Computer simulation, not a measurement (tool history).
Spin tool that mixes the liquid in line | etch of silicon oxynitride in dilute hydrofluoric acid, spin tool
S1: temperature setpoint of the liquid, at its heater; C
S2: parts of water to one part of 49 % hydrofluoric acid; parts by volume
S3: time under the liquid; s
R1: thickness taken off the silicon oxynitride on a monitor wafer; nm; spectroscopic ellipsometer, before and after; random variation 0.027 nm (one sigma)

Run 1, hour 0.0: S1 21.0 C, S2 110 parts by volume, S3 280 s. Result: R1 3.1486 nm.
Run 2, hour 1.7: S1 20.5 C, S2 115 parts by volume, S3 280 s. Result: R1 2.9916 nm.
Run 3, hour 7.7: S1 20.0 C, S2 120 parts by volume, S3 280 s. Result: R1 2.6791 nm.
Run 4, hour 14.9: S1 21.5 C, S2 120 parts by volume, S3 280 s. Result: R1 2.9374 nm.
Run 5, hour 21.9: S1 21.0 C, S2 120 parts by volume, S3 280 s. Result: R1 2.8882 nm.
Run 6, hour 28.2: S1 20.5 C, S2 120 parts by volume, S3 280 s. Result: R1 2.8022 nm.
Run 7, hour 35.0: S1 20.0 C, S2 120 parts by volume, S3 280 s. Result: R1 2.6316 nm.
Run 8, hour 37.1: S1 19.5 C, S2 120 parts by volume, S3 280 s. Result: R1 2.6357 nm.

The next listed run, before its measurement:
Run 9, hour 46.0: S1 19.0 C, S2 120 parts by volume, S3 280 s. Result: R1 ?.

Run 9 gave R1 2.6134 nm.
